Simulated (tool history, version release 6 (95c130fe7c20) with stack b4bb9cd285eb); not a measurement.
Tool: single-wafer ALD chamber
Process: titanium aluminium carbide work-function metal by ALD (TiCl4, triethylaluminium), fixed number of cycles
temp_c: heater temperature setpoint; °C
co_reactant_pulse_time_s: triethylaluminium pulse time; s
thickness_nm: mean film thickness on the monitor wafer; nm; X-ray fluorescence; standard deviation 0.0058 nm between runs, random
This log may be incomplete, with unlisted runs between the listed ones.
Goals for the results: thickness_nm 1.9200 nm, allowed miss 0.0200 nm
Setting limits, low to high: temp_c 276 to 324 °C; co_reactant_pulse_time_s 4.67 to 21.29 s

run 1 day=0.000 | temp_c=300 co_reactant_pulse_time_s=12.98 | thickness_nm=2.0114
run 2 day=0.108 | temp_c=305 co_reactant_pulse_time_s=12.98 | thickness_nm=2.0460
run 3 day=0.200 | temp_c=303 co_reactant_pulse_time_s=12.79 | thickness_nm=2.0297
run 4 day=0.512 | temp_c=301 co_reactant_pulse_time_s=12.64 | thickness_nm=2.0102
run 5 day=0.688 | temp_c=300 co_reactant_pulse_time_s=12.53 | thickness_nm=2.0053
run 6 day=0.871 | temp_c=299 co_reactant_pulse_time_s=12.41 | thickness_nm=1.9963
run 7 day=0.921 | temp_c=298 co_reactant_pulse_time_s=12.30 | thickness_nm=1.9744
run 8 day=0.992 | temp_c=297 co_reactant_pulse_time_s=12.26 | thickness_nm=1.9696
run 9 day=1.217 | temp_c=296 co_reactant_pulse_time_s=12.21 | thickness_nm=1.9721
run 10 day=1.446 | temp_c=295 co_reactant_pulse_time_s=12.13 | thickness_nm=1.9584
run 11 day=1.683 | temp_c=294 co_reactant_pulse_time_s=12.08 | thickness_nm=1.9600
run 12 day=1.904 | temp_c=288 co_reactant_pulse_time_s=11.58 | thickness_nm=1.8993

Of the 5 settings listed for the next run, only one would bring every result within its allowed miss of target. Which one?
run A day=2.125 | temp_c=295 co_reactant_pulse_time_s=13.41 | thickness_nm=?
run B day=2.125 | temp_c=297 co_reactant_pulse_time_s=12.17 | thickness_nm=?
run C day=2.125 | temp_c=283 co_reactant_pulse_time_s=12.32 | thickness_nm=?
run D day=2.125 | temp_c=283 co_reactant_pulse_time_s=12.18 | thickness_nm=?
run E day=2.125 | temp_c=290 co_reactant_pulse_time_s=11.94 | thickness_nm=?

move=A thickness_nm=1.9686
move=B thickness_nm=1.9739
move=C thickness_nm=1.8692
move=D thickness_nm=1.8680
move=E thickness_nm=1.9184
A: pushes the last run's worst result past its target
B: pushes the last run's worst result past its target
C: lands further from the targets than the last run did
D: lands further from the targets than the last run did
E: in spec on every target
Correct choice: E, which meets every target
